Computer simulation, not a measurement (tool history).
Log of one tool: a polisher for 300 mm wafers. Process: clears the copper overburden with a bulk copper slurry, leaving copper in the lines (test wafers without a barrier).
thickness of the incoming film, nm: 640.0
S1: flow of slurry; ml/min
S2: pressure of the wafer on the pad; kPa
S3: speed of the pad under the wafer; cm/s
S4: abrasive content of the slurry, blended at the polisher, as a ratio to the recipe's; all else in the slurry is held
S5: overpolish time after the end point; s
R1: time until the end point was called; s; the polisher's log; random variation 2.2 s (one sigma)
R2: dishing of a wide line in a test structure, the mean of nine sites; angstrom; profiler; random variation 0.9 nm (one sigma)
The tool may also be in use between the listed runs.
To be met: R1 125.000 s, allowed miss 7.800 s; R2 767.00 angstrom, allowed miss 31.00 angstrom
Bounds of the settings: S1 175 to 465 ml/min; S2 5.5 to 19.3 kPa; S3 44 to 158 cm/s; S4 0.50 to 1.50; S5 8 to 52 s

| run | day | S1 | S2 | S3 | S4 | S5 | R1 | R2 |
|---|---|---|---|---|---|---|---|---|
| 1 | 0.000 | 295 | 12.4 | 100 | 1.00 | 26 | 85.601 | 798.30 |
| 2 | 0.075 | 295 | 12.4 | 84 | 1.00 | 26 | 97.425 | 746.00 |
| 3 | 0.375 | 325 | 12.4 | 84 | 1.00 | 26 | 95.263 | 754.98 |
| 4 | 0.517 | 315 | 11.7 | 82 | 1.00 | 29 | 106.020 | 769.87 |
| 5 | 0.704 | 315 | 11.0 | 82 | 1.00 | 30 | 106.600 | 752.33 |
| 6 | 1.029 | 315 | 11.0 | 58 | 1.00 | 30 | 127.440 | 691.40 |
| 7 | 1.233 | 315 | 11.0 | 58 | 1.00 | 31 | 135.230 | 689.42 |
| 8 | 1.450 | 315 | 11.7 | 58 | 1.00 | 32 | 127.860 | 731.80 |

4 next moves are on the table. One of them brings every result within its allowed miss. Which?
| A | 1.667 | 320 | 15.2 | 58 | 0.90 | 22 | ? | ? |
| B | 1.667 | 315 | 7.6 | 86 | 1.20 | 35 | ? | ? |
| C | 1.667 | 300 | 12.4 | 56 | 0.90 | 28 | ? | ? |
| D | 1.667 | 370 | 9.7 | 76 | 0.85 | 38 | ? | ? |

| move | R1 | R2 |
|---|---|---|
| A | 108.640 | 678.90 |
| B | 129.000 | 715.11 |
| C | 129.030 | 689.13 |
| D | 128.050 | 771.46 |
A: further off than the last run
B: further off than the last run
C: further off than the last run
D: meets every target
Answer: D
